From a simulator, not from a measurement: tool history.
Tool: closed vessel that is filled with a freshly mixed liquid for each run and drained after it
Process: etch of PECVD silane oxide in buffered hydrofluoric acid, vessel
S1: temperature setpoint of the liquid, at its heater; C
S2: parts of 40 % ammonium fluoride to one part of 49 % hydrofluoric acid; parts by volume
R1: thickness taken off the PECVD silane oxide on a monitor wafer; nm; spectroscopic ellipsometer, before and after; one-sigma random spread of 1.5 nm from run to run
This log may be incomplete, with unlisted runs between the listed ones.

{"run": 1, "hour": 0.0, "S1": 21.0, "S2": 23.0, "time in the liquid (s)": 85, "R1": 111.81}
{"run": 2, "hour": 6.9, "S1": 22.5, "S2": 23.0, "time in the liquid (s)": 85, "R1": 122.73}
{"run": 3, "hour": 11.9, "S1": 22.5, "S2": 19.5, "time in the liquid (s)": 85, "R1": 137.51}
{"run": 4, "hour": 15.2, "S1": 23.5, "S2": 19.0, "time in the liquid (s)": 85, "R1": 149.33}
{"run": 5, "hour": 16.2, "S1": 24.5, "S2": 18.5, "time in the liquid (s)": 85, "R1": 162.17}
{"run": 6, "hour": 23.0, "S1": 24.5, "S2": 24.0, "time in the liquid (s)": 85, "R1": 131.16}
{"run": 7, "hour": 31.2, "S1": 25.0, "S2": 22.5, "time in the liquid (s)": 85, "R1": 140.37}
{"run": 8, "hour": 32.8, "S1": 25.5, "S2": 21.5, "time in the liquid (s)": 85, "R1": 150.87}
{"run": 9, "hour": 39.6, "S1": 26.0, "S2": 20.5, "time in the liquid (s)": 85, "R1": 161.67}
{"run": 10, "hour": 42.3, "S1": 26.5, "S2": 19.5, "time in the liquid (s)": 85, "R1": 172.86}
{"run": 11, "hour": 43.4, "S1": 29.0, "S2": 14.5, "time in the liquid (s)": 85, "R1": 262.9}

Predict the results of run 12:
{"run": 12, "hour": 44.1, "S1": 28.5, "S2": 14.5, "time in the liquid (s)": 85, "R1": "?"}

{"run 12": {"R1": 255.96}}
